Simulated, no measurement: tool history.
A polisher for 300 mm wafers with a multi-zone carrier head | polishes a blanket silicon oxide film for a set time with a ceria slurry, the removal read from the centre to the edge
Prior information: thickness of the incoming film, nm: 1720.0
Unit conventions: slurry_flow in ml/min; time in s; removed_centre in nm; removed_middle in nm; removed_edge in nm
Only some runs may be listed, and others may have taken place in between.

Run 1, day 0.000: slurry_flow 230 ml/min, centre_zone 1.00, middle_zone 1.00, edge_zone 1.00, time 82 s. Result: removed_centre 217.91 nm, removed_middle 223.46 nm, removed_edge 218.40 nm.
Run 2, day 0.088: slurry_flow 230 ml/min, centre_zone 1.00, middle_zone 1.07, edge_zone 1.00, time 82 s. Result: removed_centre 221.00 nm, removed_middle 232.83 nm, removed_edge 218.58 nm.
Run 3, day 0.300: slurry_flow 230 ml/min, centre_zone 1.06, middle_zone 1.07, edge_zone 1.00, time 82 s. Result: removed_centre 232.96 nm, removed_middle 231.55 nm, removed_edge 220.01 nm.
Run 4, day 0.504: slurry_flow 230 ml/min, centre_zone 1.06, middle_zone 1.07, edge_zone 0.94, time 82 s. Result: removed_centre 232.03 nm, removed_middle 232.92 nm, removed_edge 211.59 nm.
Run 5, day 0.717: slurry_flow 230 ml/min, centre_zone 1.06, middle_zone 1.12, edge_zone 0.94, time 82 s. Result: removed_centre 231.60 nm, removed_middle 241.04 nm, removed_edge 215.99 nm.
Run 6, day 0.900: slurry_flow 230 ml/min, centre_zone 1.06, middle_zone 1.12, edge_zone 0.87, time 82 s. Result: removed_centre 234.13 nm, removed_middle 240.83 nm, removed_edge 207.67 nm.
Run 7, day 1.062: slurry_flow 230 ml/min, centre_zone 1.06, middle_zone 1.12, edge_zone 0.87, time 82 s. Result: removed_centre 233.63 nm, removed_middle 239.14 nm, removed_edge 206.30 nm.
Run 8, day 1.354: slurry_flow 295 ml/min, centre_zone 1.16, middle_zone 1.15, edge_zone 0.97, time 93 s. Result: removed_centre 300.37 nm, removed_middle 287.48 nm, removed_edge 248.36 nm.
Run 9, day 1.571: slurry_flow 295 ml/min, centre_zone 1.16, middle_zone 1.14, edge_zone 0.98, time 93 s. Result: removed_centre 299.46 nm, removed_middle 290.43 nm, removed_edge 254.25 nm.
Run 10, day 1.704: slurry_flow 295 ml/min, centre_zone 1.16, middle_zone 1.13, edge_zone 0.99, time 93 s. Result: removed_centre 301.03 nm, removed_middle 275.50 nm, removed_edge 255.09 nm.
Run 11, day 1.996: slurry_flow 295 ml/min, centre_zone 1.16, middle_zone 1.13, edge_zone 1.00, time 93 s. Result: removed_centre 298.44 nm, removed_middle 284.41 nm, removed_edge 255.78 nm.
Run 12, day 2.221: slurry_flow 295 ml/min, centre_zone 1.16, middle_zone 1.13, edge_zone 1.01, time 93 s. Result: removed_centre 297.68 nm, removed_middle 279.01 nm, removed_edge 260.17 nm.
Run 13, day 2.388: slurry_flow 305 ml/min, centre_zone 1.18, middle_zone 1.13, edge_zone 1.02, time 93 s. Result: removed_centre 306.42 nm, removed_middle 290.49 nm, removed_edge 259.75 nm.

Run 14, settings as shown, results not yet in. Your forecast:
Run 14, day 2.596: slurry_flow 305 ml/min, centre_zone 1.18, middle_zone 1.12, edge_zone 1.02, time 93 s. Result: removed_centre ?, removed_middle ?, removed_edge ?.

removed_centre: 310.25 nm
removed_middle: 282.73 nm
removed_edge: 256.12 nm
